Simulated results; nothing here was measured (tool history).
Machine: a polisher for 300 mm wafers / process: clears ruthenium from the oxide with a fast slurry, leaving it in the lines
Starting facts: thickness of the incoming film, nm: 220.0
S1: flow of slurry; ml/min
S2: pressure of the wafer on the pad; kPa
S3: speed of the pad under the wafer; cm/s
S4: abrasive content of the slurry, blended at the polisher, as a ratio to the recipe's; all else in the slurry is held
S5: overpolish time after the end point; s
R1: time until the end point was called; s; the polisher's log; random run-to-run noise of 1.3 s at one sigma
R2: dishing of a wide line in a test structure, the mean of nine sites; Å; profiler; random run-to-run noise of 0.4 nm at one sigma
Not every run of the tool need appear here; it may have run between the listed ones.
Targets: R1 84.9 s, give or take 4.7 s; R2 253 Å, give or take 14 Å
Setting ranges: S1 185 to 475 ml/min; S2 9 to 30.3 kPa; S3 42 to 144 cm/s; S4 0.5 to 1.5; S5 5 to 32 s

Run 1, hour 0: S1 305 ml/min, S2 19.3 kPa, S3 92 cm/s, S4 1, S5 16 s. Result: R1 67.791 s, R2 414.55 Å.
Run 2, hour 7: S1 305 ml/min, S2 18.6 kPa, S3 92 cm/s, S4 1, S5 15 s. Result: R1 70.805 s, R2 394.39 Å.
Run 3, hour 14.2: S1 305 ml/min, S2 17.9 kPa, S3 92 cm/s, S4 1, S5 14 s. Result: R1 74.407 s, R2 344.62 Å.
Run 4, hour 17.1: S1 305 ml/min, S2 17.2 kPa, S3 92 cm/s, S4 1, S5 13 s. Result: R1 75.014 s, R2 321.69 Å.
Run 5, hour 23.1: S1 305 ml/min, S2 17.2 kPa, S3 92 cm/s, S4 0.85, S5 13 s. Result: R1 81.442 s, R2 310.14 Å.
Run 6, hour 25.4: S1 370 ml/min, S2 17.2 kPa, S3 92 cm/s, S4 0.85, S5 13 s. Result: R1 83.999 s, R2 300.33 Å.
Run 7, hour 30.6: S1 370 ml/min, S2 17.2 kPa, S3 92 cm/s, S4 0.85, S5 12 s. Result: R1 78.747 s, R2 280.71 Å.
At hour 32.1: slurry nozzle cleaned.
Run 8, hour 32.1: S1 375 ml/min, S2 16.5 kPa, S3 92 cm/s, S4 0.85, S5 12 s. Result: R1 83.228 s, R2 282.15 Å.

Which one of the following 4 next-run settings gets every result inside its allowed miss? There is exactly one.
Run A, hour 33.6: S1 430 ml/min, S2 15.2 kPa, S3 80 cm/s, S4 1.05, S5 10 s. Result: R1 ?, R2 ?.
Run B, hour 33.6: S1 390 ml/min, S2 13.8 kPa, S3 114 cm/s, S4 0.5, S5 13 s. Result: R1 ?, R2 ?.
Run C, hour 33.6: S1 320 ml/min, S2 22.1 kPa, S3 74 cm/s, S4 0.7, S5 11 s. Result: R1 ?, R2 ?.
Run D, hour 33.6: S1 465 ml/min, S2 20 kPa, S3 70 cm/s, S4 1, S5 9 s. Result: R1 ?, R2 ?.

move      R1      R2
   A  96.537  215.99
   B   104.2  255.46
   C  88.017  255.86
   D  85.934  218.17
A: carries the result that was furthest off beyond its target, to the other side
B: puts the biggest miss on target and leaves a different result outside tolerance
C: meets every target
D: carries the result that was furthest off beyond its target, to the other side
Correct choice: C, which meets every target
